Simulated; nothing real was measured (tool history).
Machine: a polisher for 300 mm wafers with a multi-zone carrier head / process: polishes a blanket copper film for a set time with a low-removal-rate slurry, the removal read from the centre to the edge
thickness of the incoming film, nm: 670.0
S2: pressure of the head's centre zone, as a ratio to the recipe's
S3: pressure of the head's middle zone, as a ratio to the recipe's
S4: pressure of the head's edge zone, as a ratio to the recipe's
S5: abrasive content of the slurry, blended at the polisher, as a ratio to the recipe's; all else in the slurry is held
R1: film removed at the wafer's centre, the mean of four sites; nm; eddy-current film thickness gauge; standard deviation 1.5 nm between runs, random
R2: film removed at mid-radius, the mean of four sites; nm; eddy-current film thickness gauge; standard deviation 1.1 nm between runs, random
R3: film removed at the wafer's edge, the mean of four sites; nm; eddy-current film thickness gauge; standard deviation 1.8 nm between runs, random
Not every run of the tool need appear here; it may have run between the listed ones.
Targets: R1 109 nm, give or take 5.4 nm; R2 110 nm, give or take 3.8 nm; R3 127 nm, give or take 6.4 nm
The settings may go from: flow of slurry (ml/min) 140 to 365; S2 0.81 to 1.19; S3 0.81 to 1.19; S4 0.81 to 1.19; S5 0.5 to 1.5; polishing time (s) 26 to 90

run 1 hour=0 | flow_of_slurry_(ml/min)=235 S2=1 S3=1 S4=1 S5=1 polishing_time_(s)=58 | R1=164.95 R2=168.02 R3=166.47
run 2 hour=6.5 | flow_of_slurry_(ml/min)=235 S2=1 S3=1 S4=1 S5=1 polishing_time_(s)=47 | R1=133.01 R2=135.99 R3=139.83
run 3 hour=15.4 | flow_of_slurry_(ml/min)=235 S2=1 S3=1 S4=1 S5=1.2 polishing_time_(s)=47 | R1=144.11 R2=142.75 R3=144.86
run 4 hour=19.4 | flow_of_slurry_(ml/min)=210 S2=1 S3=1 S4=1 S5=1.2 polishing_time_(s)=47 | R1=136.12 R2=142.6 R3=147.35
run 5 hour=24.3 | flow_of_slurry_(ml/min)=210 S2=0.98 S3=0.96 S4=0.99 S5=1.05 polishing_time_(s)=46 | R1=122.97 R2=128.34 R3=132.64
run 6 hour=25.1 | flow_of_slurry_(ml/min)=210 S2=0.91 S3=0.96 S4=0.99 S5=1.05 polishing_time_(s)=46 | R1=119.25 R2=126.8 R3=137.6
run 7 hour=29.5 | flow_of_slurry_(ml/min)=205 S2=0.91 S3=0.92 S4=0.98 S5=1.05 polishing_time_(s)=46 | R1=118.37 R2=122.52 R3=136.57
run 8 hour=32.9 | flow_of_slurry_(ml/min)=195 S2=0.91 S3=0.9 S4=0.97 S5=1 polishing_time_(s)=46 | R1=114.77 R2=118.39 R3=131.28
run 9 hour=37.5 | flow_of_slurry_(ml/min)=190 S2=0.9 S3=0.88 S4=0.97 S5=1 polishing_time_(s)=46 | R1=111.24 R2=116.1 R3=132
run 10 hour=46.5 | flow_of_slurry_(ml/min)=190 S2=0.91 S3=0.86 S4=0.96 S5=1 polishing_time_(s)=46 | R1=115.05 R2=110.92 R3=131.84

Of the 5 settings listed for the next run, only one would bring every result within its allowed miss of target. Which one?
run A hour=55.5 | flow_of_slurry_(ml/min)=195 S2=0.83 S3=0.84 S4=0.97 S5=0.95 polishing_time_(s)=49 | R1=? R2=? R3=?
run B hour=55.5 | flow_of_slurry_(ml/min)=240 S2=0.82 S3=0.83 S4=1.12 S5=1.05 polishing_time_(s)=44 | R1=? R2=? R3=?
run C hour=55.5 | flow_of_slurry_(ml/min)=220 S2=0.95 S3=0.86 S4=1 S5=0.95 polishing_time_(s)=45 | R1=? R2=? R3=?
run D hour=55.5 | flow_of_slurry_(ml/min)=160 S2=0.92 S3=0.88 S4=1.01 S5=1 polishing_time_(s)=45 | R1=? R2=? R3=?
run E hour=55.5 | flow_of_slurry_(ml/min)=250 S2=1.08 S3=0.87 S4=1.02 S5=0.85 polishing_time_(s)=46 | R1=? R2=? R3=?

move=A R1=114.59 R2=118.19 R3=138.9
move=B R1=108.77 R2=111.82 R3=141.41
move=C R1=120.69 R2=112.66 R3=131.2
move=D R1=112.15 R2=110.47 R3=128.66
move=E R1=135.61 R2=113.94 R3=132.19
A: the biggest miss grows against the last run
B: meets the target for the result that was furthest off, but another lies outside its allowed miss
C: the biggest miss grows against the last run
D: meets every target
E: the biggest miss grows against the last run
Answer: D
